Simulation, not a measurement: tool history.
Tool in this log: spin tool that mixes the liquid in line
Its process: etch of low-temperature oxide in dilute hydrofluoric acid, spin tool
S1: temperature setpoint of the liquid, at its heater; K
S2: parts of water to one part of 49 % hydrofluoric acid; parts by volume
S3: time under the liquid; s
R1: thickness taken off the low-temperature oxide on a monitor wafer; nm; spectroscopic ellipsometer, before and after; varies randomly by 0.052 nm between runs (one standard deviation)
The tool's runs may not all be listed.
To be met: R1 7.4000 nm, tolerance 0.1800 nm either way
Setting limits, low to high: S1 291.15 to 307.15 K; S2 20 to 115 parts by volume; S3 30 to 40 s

{"run": 1, "hour": 0.0, "S1": 299.15, "S2": 65, "S3": 40, "R1": 12.209}
{"run": 2, "hour": 3.6, "S1": 299.15, "S2": 65, "S3": 40, "R1": 12.228}
{"run": 3, "hour": 7.1, "S1": 298.15, "S2": 65, "S3": 40, "R1": 11.793}
{"run": 4, "hour": 7.9, "S1": 297.65, "S2": 65, "S3": 40, "R1": 11.433}
{"run": 5, "hour": 11.2, "S1": 297.65, "S2": 65, "S3": 40, "R1": 11.469}
{"run": 6, "hour": 20.1, "S1": 297.65, "S2": 45, "S3": 40, "R1": 16.777}
{"run": 7, "hour": 22.8, "S1": 297.15, "S2": 50, "S3": 40, "R1": 14.819}
{"run": 8, "hour": 31.4, "S1": 296.65, "S2": 50, "S3": 40, "R1": 14.523}
{"run": 9, "hour": 34.1, "S1": 296.15, "S2": 50, "S3": 40, "R1": 14.195}

Consider the 4 candidate settings below. Which is the only one whose results all fall within their allowed miss of target?
{"run": "A", "hour": 36.8, "S1": 293.15, "S2": 60, "S3": 30, "R1": "?"}
{"run": "B", "hour": 36.8, "S1": 297.65, "S2": 75, "S3": 30, "R1": "?"}
{"run": "C", "hour": 36.8, "S1": 295.65, "S2": 65, "S3": 30, "R1": "?"}
{"run": "D", "hour": 36.8, "S1": 292.15, "S2": 75, "S3": 40, "R1": "?"}

move=A R1=7.7193
move=B R1=7.2961
move=C R1=7.8600
move=D R1=7.7580
A: closes in on the targets versus the last run, not all within tolerance yet
B: every result within its allowed miss
C: closes in on the targets versus the last run, not all within tolerance yet
D: closes in on the targets versus the last run, not all within tolerance yet
B is the move that brings every result within its allowed miss.

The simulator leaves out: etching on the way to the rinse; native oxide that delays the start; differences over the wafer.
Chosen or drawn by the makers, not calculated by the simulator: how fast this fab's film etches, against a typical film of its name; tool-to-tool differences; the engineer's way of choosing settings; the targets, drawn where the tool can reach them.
